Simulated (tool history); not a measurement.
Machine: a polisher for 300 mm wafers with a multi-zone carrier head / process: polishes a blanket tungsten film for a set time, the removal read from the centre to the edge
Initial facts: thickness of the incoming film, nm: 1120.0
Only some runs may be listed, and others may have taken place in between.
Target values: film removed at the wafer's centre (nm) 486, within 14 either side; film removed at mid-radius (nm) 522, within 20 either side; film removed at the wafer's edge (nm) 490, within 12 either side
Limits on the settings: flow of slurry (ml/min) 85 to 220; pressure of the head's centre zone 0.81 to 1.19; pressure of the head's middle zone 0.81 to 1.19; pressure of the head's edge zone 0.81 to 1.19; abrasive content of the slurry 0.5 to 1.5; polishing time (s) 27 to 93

run  hour  flow of slurry (ml/min)  pressure of the head's centre zone  pressure of the head's middle zone  pressure of the head's edge zone  abrasive content of the slurry  polishing time (s)  film removed at the wafer's centre (nm)  film removed at mid-radius (nm)  film removed at the wafer's edge (nm)
  1     0                      140                                   1                                   1                                 1                               1                  59                                   427.09                           437.26                                 416.11
  2   1.4                      140                                   1                                   1                                 1                             1.2                  59                                    453.8                           446.54                                 436.74
  3   5.1                      140                                1.04                                   1                                 1                             1.2                  59                                   474.47                           454.98                                 445.36
  4  10.9                      145                                1.03                                1.02                              1.03                             1.2                  59                                   468.65                           468.12                                 450.46
  5  15.2                      155                                1.03                                1.03                              1.05                             1.2                  59                                   482.35                            482.1                                  458.5
  6  17.5                      155                                1.11                                1.03                              1.05                             1.2                  59                                   512.05                           470.25                                 465.24
  7    24                      155                                1.09                                1.04                              1.07                             1.2                  59                                   506.29                           481.86                                 461.79
  8  27.9                      155                                1.07                                1.04                              1.09                            1.25                  59                                   506.79                            486.5                                 468.86
  9  30.8                      155                                1.04                                1.04                               1.1                             1.3                  59                                   492.36                           496.16                                 485.31
 10  37.3                      155                                1.03                                1.05                               1.1                             1.3                  59                                   490.15                           509.61                                 478.73
 11  44.6                      155                                1.03                                1.05                              1.11                             1.3                  59                                   488.47                           497.39                                 482.09

Below are 4 possible settings for the next run. Only one of them brings all results inside the allowed miss of their targets. Which is it?
  A  51.9                      125                                1.09                                1.05                              1.09                            1.25                  59                                        ?                                ?                                      ?
  B  51.9                      155                                1.02                                0.98                              1.11                            1.35                  59                                        ?                                ?                                      ?
  C  51.9                      150                                   1                                1.07                               1.1                            1.25                  61                                        ?                                ?                                      ?
  D  51.9                      155                                1.05                                1.01                              1.13                             1.3                  59                                        ?                                ?                                      ?

move  film removed at the wafer's centre (nm)  film removed at mid-radius (nm)  film removed at the wafer's edge (nm)
   A                                   486.61                           470.93                                 455.47
   B                                   492.88                            478.4                                 487.96
   C                                    483.7                           516.14                                 486.94
   D                                   501.35                            484.6                                 485.73
A: misses by more than the last run did
B: misses by more than the last run did
C: in spec on every target
D: misses by more than the last run did
The right move is C.
